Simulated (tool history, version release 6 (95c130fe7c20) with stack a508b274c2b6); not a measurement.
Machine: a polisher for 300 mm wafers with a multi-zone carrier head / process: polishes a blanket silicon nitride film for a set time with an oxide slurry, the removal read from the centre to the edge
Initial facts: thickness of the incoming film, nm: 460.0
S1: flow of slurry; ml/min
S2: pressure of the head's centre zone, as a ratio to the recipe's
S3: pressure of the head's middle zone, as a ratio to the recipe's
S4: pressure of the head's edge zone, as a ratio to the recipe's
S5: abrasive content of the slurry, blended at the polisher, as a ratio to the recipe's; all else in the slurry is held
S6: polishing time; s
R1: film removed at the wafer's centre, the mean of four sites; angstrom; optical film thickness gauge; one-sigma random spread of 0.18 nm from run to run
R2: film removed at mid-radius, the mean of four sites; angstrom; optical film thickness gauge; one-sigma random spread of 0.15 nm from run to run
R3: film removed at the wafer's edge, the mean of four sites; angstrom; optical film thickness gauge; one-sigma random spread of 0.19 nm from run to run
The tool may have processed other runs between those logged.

run 1 hour=0.0 | S1=305 S2=1.00 S3=1.00 S4=1.00 S5=1.00 S6=55 | R1=214.02 R2=214.05 R3=222.75
run 2 hour=8.9 | S1=310 S2=1.00 S3=1.02 S4=0.97 S5=0.90 S6=54 | R1=207.53 R2=201.41 R3=202.53
run 3 hour=13.3 | S1=310 S2=0.97 S3=1.03 S4=0.95 S5=0.80 S6=54 | R1=191.09 R2=194.67 R3=198.81
run 4 hour=18.3 | S1=315 S2=0.97 S3=1.06 S4=0.93 S5=0.75 S6=53 | R1=179.88 R2=193.72 R3=191.77
run 5 hour=25.8 | S1=315 S2=0.99 S3=1.07 S4=0.91 S5=0.70 S6=52 | R1=176.28 R2=187.47 R3=176.20
run 6 hour=32.0 | S1=280 S2=0.99 S3=1.07 S4=0.91 S5=0.70 S6=52 | R1=177.60 R2=184.46 R3=177.09
run 7 hour=36.7 | S1=285 S2=1.00 S3=1.08 S4=0.90 S5=0.65 S6=51 | R1=168.49 R2=178.94 R3=170.11
run 8 hour=44.5 | S1=290 S2=1.01 S3=1.08 S4=0.89 S5=0.60 S6=51 | R1=167.61 R2=173.14 R3=163.11

Run 9, settings as shown, results not yet in. Your forecast:
run 9 hour=46.9 | S1=290 S2=1.01 S3=1.08 S4=0.88 S5=0.60 S6=51 | R1=? R2=? R3=?

{"run 9": {"R1": 166.13, "R2": 171.44, "R3": 162.96}}

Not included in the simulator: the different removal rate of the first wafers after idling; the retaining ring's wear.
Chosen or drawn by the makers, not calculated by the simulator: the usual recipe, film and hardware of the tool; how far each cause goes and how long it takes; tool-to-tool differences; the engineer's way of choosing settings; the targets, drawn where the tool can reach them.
